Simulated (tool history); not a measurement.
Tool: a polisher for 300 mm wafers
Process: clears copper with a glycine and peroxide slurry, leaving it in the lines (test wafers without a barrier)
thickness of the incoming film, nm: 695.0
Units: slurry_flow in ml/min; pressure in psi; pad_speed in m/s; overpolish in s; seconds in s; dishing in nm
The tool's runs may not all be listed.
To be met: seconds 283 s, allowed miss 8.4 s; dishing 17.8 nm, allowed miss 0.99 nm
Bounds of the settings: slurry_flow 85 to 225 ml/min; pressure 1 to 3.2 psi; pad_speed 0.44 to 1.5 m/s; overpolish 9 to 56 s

run,hour,slurry_flow,pressure,pad_speed,overpolish,seconds,dishing
1,0,145,2.1,0.96,29,162.72,78.461
2,3.9,130,2.1,0.96,29,165.04,79.424
3,4.9,150,1.8,0.88,24,192.59,59.387
4,9,165,1.6,0.82,21,215.7,48.919
5,17.2,165,1.3,0.82,21,250.55,42.655
6,25.8,165,1.3,0.82,28,249.39,55.084
7,27.7,180,1.2,0.78,24,266.81,46.084
8,29.5,160,1.2,0.78,21,268.71,40.263
9,30.1,145,1.2,0.78,18,278.99,34.282
10,36.5,130,1.2,0.82,16,274.48,30.97
11,44.8,120,1.2,0.84,14,275.7,27.973
12,53.8,85,1,0.94,9,316.11,15.48

Which of these 4 next moves meets every target?
A,62.8,85,1,1.14,9,?,?
B,62.8,85,1,0.82,9,?,?
C,62.8,85,1,0.74,13,?,?
D,62.8,85,1.2,1.02,9,?,?

move,seconds,dishing
A,280.99,17.208
B,340.92,14.416
C,360.13,19.419
D,267.07,18.127
A: meets every target
B: further off than the last run
C: further off than the last run
D: takes the result that was furthest off past its target
Answer: A

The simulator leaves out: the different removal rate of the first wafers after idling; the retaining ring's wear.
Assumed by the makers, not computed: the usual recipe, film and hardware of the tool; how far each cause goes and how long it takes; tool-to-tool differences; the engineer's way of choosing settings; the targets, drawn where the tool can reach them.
